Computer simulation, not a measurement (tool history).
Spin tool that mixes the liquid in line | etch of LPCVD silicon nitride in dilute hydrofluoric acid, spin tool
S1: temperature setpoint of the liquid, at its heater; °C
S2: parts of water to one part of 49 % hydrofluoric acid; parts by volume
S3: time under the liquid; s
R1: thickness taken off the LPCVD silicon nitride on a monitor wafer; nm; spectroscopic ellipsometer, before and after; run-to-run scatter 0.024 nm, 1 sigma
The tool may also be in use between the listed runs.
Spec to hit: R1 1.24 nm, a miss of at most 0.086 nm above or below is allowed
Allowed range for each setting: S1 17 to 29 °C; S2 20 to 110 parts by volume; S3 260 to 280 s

run,hour,S1,S2,S3,R1
1,0,21,60,260,2.4741
2,2.6,21,60,260,2.4796
3,5.1,19.5,60,260,2.277
4,9.4,19,65,260,2.013
5,14.9,18.5,70,260,1.8755
6,21.1,18.5,50,260,2.5096
7,24.7,18.5,50,260,2.4866
8,28,17,75,260,1.5389
9,36.9,17,85,260,1.3248

4 candidate next runs follow, results not yet known. Just one meets every target within its allowed miss. Identify it.
A,45.8,17,100,275,?
B,45.8,20.5,100,260,?
C,45.8,17.5,85,280,?
D,45.8,18.5,90,260,?

move,R1
A,1.2071
B,1.4459
C,1.4902
D,1.4012
A: every result within its allowed miss
B: the biggest miss grows against the last run
C: the biggest miss grows against the last run
D: the biggest miss grows against the last run
A meets every target.

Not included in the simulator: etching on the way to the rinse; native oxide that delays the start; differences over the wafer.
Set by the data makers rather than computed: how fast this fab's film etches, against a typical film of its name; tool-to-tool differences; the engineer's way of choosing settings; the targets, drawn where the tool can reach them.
